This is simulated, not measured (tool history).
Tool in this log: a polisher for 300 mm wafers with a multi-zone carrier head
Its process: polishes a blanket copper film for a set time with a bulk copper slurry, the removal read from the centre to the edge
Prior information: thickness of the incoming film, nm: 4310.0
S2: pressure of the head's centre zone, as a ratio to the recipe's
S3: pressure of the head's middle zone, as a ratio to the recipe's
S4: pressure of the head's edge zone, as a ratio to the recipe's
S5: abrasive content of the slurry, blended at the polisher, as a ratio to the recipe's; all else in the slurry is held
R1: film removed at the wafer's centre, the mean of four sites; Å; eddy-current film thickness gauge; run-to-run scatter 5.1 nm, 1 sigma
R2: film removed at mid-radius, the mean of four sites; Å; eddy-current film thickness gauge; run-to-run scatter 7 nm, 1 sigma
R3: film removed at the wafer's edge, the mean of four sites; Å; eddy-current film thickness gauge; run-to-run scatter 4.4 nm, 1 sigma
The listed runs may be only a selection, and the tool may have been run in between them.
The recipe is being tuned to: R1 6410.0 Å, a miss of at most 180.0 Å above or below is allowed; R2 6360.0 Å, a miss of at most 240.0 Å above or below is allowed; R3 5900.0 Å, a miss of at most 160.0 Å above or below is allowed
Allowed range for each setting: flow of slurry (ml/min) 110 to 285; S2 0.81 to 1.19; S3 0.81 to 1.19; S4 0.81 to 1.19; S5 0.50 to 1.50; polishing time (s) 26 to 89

run 1 day=0.000 | flow_of_slurry_(ml/min)=180 S2=1.00 S3=1.00 S4=1.00 S5=1.00 polishing_time_(s)=57 | R1=4407.1 R2=4474.1 R3=4498.0
run 2 day=0.175 | flow_of_slurry_(ml/min)=190 S2=1.02 S3=1.02 S4=1.02 S5=1.10 polishing_time_(s)=58 | R1=4683.3 R2=4771.5 R3=4736.4
run 3 day=0.275 | flow_of_slurry_(ml/min)=190 S2=1.02 S3=1.10 S4=1.02 S5=1.10 polishing_time_(s)=58 | R1=4735.7 R2=5156.5 R3=4720.6
run 4 day=0.558 | flow_of_slurry_(ml/min)=200 S2=1.04 S3=1.11 S4=1.04 S5=1.15 polishing_time_(s)=58 | R1=4843.4 R2=5381.4 R3=4932.4
run 5 day=0.592 | flow_of_slurry_(ml/min)=200 S2=1.04 S3=1.11 S4=1.04 S5=1.15 polishing_time_(s)=70 | R1=5832.4 R2=6474.1 R3=5800.4
run 6 day=0.750 | flow_of_slurry_(ml/min)=200 S2=1.04 S3=1.11 S4=1.04 S5=1.05 polishing_time_(s)=70 | R1=5757.8 R2=6158.8 R3=5760.0
run 7 day=0.929 | flow_of_slurry_(ml/min)=200 S2=1.04 S3=1.11 S4=1.04 S5=1.05 polishing_time_(s)=70 | R1=5823.2 R2=6233.3 R3=5687.0
run 8 day=1.183 | flow_of_slurry_(ml/min)=205 S2=1.05 S3=1.11 S4=1.04 S5=1.05 polishing_time_(s)=70 | R1=5775.5 R2=6274.5 R3=5706.4
run 9 day=1.475 | flow_of_slurry_(ml/min)=210 S2=1.07 S3=1.10 S4=1.04 S5=1.05 polishing_time_(s)=70 | R1=5891.7 R2=6125.0 R3=5832.2
run 10 day=1.700 | flow_of_slurry_(ml/min)=210 S2=1.08 S3=1.11 S4=1.03 S5=1.05 polishing_time_(s)=70 | R1=5925.7 R2=6105.4 R3=5713.7
run 11 day=1.962 | flow_of_slurry_(ml/min)=215 S2=1.09 S3=1.12 S4=1.03 S5=1.05 polishing_time_(s)=70 | R1=6037.3 R2=6353.8 R3=5771.6

4 candidate next runs follow, results not yet known. Just one meets every target within its allowed miss. Identify it.
run A day=2.225 | flow_of_slurry_(ml/min)=170 S2=1.14 S3=1.09 S4=0.98 S5=1.20 polishing_time_(s)=73 | R1=? R2=? R3=?
run B day=2.225 | flow_of_slurry_(ml/min)=220 S2=1.14 S3=1.10 S4=0.93 S5=1.20 polishing_time_(s)=69 | R1=? R2=? R3=?
run C day=2.225 | flow_of_slurry_(ml/min)=205 S2=1.15 S3=1.12 S4=0.93 S5=1.05 polishing_time_(s)=72 | R1=? R2=? R3=?
run D day=2.225 | flow_of_slurry_(ml/min)=180 S2=1.19 S3=1.03 S4=0.91 S5=1.05 polishing_time_(s)=78 | R1=? R2=? R3=?

move=A R1=6447.7 R2=6408.9 R3=5947.1
move=B R1=6350.6 R2=6333.3 R3=5633.4
move=C R1=6389.5 R2=6437.8 R3=5650.5
move=D R1=6940.5 R2=6373.1 R3=5984.9
A: meets every target
B: meets the target for the result that was furthest off, but another lies outside its allowed miss
C: meets the target for the result that was furthest off, but another lies outside its allowed miss
D: moves the result that the last run missed by most past its target, out the other side
A meets every target.

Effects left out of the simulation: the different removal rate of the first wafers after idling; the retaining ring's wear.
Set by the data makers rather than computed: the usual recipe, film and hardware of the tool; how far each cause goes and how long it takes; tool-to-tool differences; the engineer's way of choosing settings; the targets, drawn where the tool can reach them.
